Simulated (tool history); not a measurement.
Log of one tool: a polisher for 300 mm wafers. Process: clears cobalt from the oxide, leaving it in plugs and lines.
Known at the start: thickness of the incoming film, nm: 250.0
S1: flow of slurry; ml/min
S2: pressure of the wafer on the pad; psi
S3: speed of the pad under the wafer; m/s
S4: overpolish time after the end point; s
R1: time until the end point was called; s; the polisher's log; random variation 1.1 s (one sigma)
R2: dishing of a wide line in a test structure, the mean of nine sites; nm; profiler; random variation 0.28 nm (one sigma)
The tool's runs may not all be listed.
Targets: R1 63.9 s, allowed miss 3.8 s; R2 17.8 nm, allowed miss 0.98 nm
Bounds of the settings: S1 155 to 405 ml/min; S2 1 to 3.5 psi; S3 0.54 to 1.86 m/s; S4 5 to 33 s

Run 1, hour 0: S1 260 ml/min, S2 2.2 psi, S3 1.18 m/s, S4 17 s. Result: R1 43.296 s, R2 39.977 nm.
Run 2, hour 3.7: S1 305 ml/min, S2 2.2 psi, S3 1.18 m/s, S4 17 s. Result: R1 43.375 s, R2 39.381 nm.
Run 3, hour 7.1: S1 305 ml/min, S2 2.2 psi, S3 1.18 m/s, S4 11 s. Result: R1 41.673 s, R2 34.211 nm.
Run 4, hour 9.1: S1 330 ml/min, S2 1.9 psi, S3 1.16 m/s, S4 10 s. Result: R1 50.414 s, R2 30.286 nm.
Run 5, hour 9.7: S1 330 ml/min, S2 1.5 psi, S3 1.16 m/s, S4 10 s. Result: R1 58.357 s, R2 27.645 nm.
Run 6, hour 11.8: S1 350 ml/min, S2 1.4 psi, S3 1.18 m/s, S4 9 s. Result: R1 60.309 s, R2 25.356 nm.
Run 7, hour 20.4: S1 405 ml/min, S2 1 psi, S3 1.3 m/s, S4 5 s. Result: R1 67.874 s, R2 15.342 nm.
Run 8, hour 23.5: S1 395 ml/min, S2 1 psi, S3 1.3 m/s, S4 5 s. Result: R1 65.752 s, R2 15.184 nm.
Run 9, hour 31.6: S1 385 ml/min, S2 1 psi, S3 1.3 m/s, S4 5 s. Result: R1 66.749 s, R2 14.783 nm.
Run 10, hour 34.5: S1 400 ml/min, S2 1.1 psi, S3 1.3 m/s, S4 13 s. Result: R1 62.52 s, R2 30.742 nm.
Run 11, hour 41.5: S1 400 ml/min, S2 1.1 psi, S3 1.32 m/s, S4 11 s. Result: R1 58.697 s, R2 27.371 nm.
Run 12, hour 44.3: S1 395 ml/min, S2 1.1 psi, S3 1.32 m/s, S4 10 s. Result: R1 61.836 s, R2 26.696 nm.
Run 13, hour 49.3: S1 395 ml/min, S2 1.2 psi, S3 1.28 m/s, S4 9 s. Result: R1 59.465 s, R2 24.9 nm.
Run 14, hour 53.9: S1 375 ml/min, S2 1.2 psi, S3 1.3 m/s, S4 9 s. Result: R1 59.782 s, R2 26.145 nm.
Run 15, hour 58.2: S1 380 ml/min, S2 1.2 psi, S3 1.26 m/s, S4 9 s. Result: R1 61.998 s, R2 25.101 nm.
Run 16, hour 59: S1 380 ml/min, S2 1.2 psi, S3 1.28 m/s, S4 8 s. Result: R1 60.159 s, R2 23.205 nm.
Run 17, hour 67.2: S1 385 ml/min, S2 1.2 psi, S3 1.28 m/s, S4 7 s. Result: R1 59.609 s, R2 21.525 nm.
Run 18, hour 76.2: S1 370 ml/min, S2 1.2 psi, S3 1.28 m/s, S4 7 s. Result: R1 61.389 s, R2 20.418 nm.

Which of these 4 next moves meets every target?
Run A, hour 85.2: S1 405 ml/min, S2 1 psi, S3 1.36 m/s, S4 6 s. Result: R1 ?, R2 ?.
Run B, hour 85.2: S1 330 ml/min, S2 1.5 psi, S3 1.08 m/s, S4 9 s. Result: R1 ?, R2 ?.
Run C, hour 85.2: S1 365 ml/min, S2 1.1 psi, S3 1.22 m/s, S4 9 s. Result: R1 ?, R2 ?.
Run D, hour 85.2: S1 395 ml/min, S2 1 psi, S3 1.34 m/s, S4 7 s. Result: R1 ?, R2 ?.

move      R1      R2
   A  62.011  17.557
   B  60.553  23.894
   C  65.476  22.681
   D  63.011  19.485
A: meets every target
B: further off than the last run
C: further off than the last run
D: nearer than the last run, and not there yet
Answer: A

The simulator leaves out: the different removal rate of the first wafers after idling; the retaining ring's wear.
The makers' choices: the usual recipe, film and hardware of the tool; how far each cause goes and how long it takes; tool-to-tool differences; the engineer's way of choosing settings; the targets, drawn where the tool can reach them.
